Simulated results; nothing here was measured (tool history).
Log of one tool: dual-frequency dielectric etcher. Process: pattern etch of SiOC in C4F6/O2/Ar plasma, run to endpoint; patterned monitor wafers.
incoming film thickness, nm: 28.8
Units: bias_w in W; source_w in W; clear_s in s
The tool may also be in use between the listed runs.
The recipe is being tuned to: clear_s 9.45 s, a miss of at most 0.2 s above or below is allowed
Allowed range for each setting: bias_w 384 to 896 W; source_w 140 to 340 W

Run 1, hour 0: bias_w 640 W, source_w 240 W. Result: clear_s 10.85 s.
Run 2, hour 1.6: bias_w 640 W, source_w 270 W. Result: clear_s 10.466 s.
Run 3, hour 7.1: bias_w 640 W, source_w 300 W. Result: clear_s 10.192 s.
Run 4, hour 8.8: bias_w 640 W, source_w 330 W. Result: clear_s 9.9119 s.
Run 5, hour 14.3: bias_w 640 W, source_w 340 W. Result: clear_s 9.9003 s.
Run 6, hour 18.5: bias_w 640 W, source_w 310 W. Result: clear_s 10.09 s.
Run 7, hour 25.7: bias_w 665 W, source_w 310 W. Result: clear_s 9.8707 s.
Run 8, hour 29.3: bias_w 678 W, source_w 310 W. Result: clear_s 9.8459 s.
Run 9, hour 32.5: bias_w 693 W, source_w 310 W. Result: clear_s 9.7821 s.

Exactly one of the 4 candidate moves below puts every result within its allowed miss. Which one?
Run A, hour 35.7: bias_w 771 W, source_w 340 W. Result: clear_s ?.
Run B, hour 35.7: bias_w 780 W, source_w 330 W. Result: clear_s ?.
Run C, hour 35.7: bias_w 740 W, source_w 310 W. Result: clear_s ?.
Run D, hour 35.7: bias_w 576 W, source_w 320 W. Result: clear_s ?.

move  clear_s
   A   8.9327
   B   8.9521
   C   9.3322
   D   10.469
A: the result that was furthest off in the last run now lies on the other side of its target
B: the result that was furthest off in the last run now lies on the other side of its target
C: meets every target
D: further off than the last run
C meets every target.

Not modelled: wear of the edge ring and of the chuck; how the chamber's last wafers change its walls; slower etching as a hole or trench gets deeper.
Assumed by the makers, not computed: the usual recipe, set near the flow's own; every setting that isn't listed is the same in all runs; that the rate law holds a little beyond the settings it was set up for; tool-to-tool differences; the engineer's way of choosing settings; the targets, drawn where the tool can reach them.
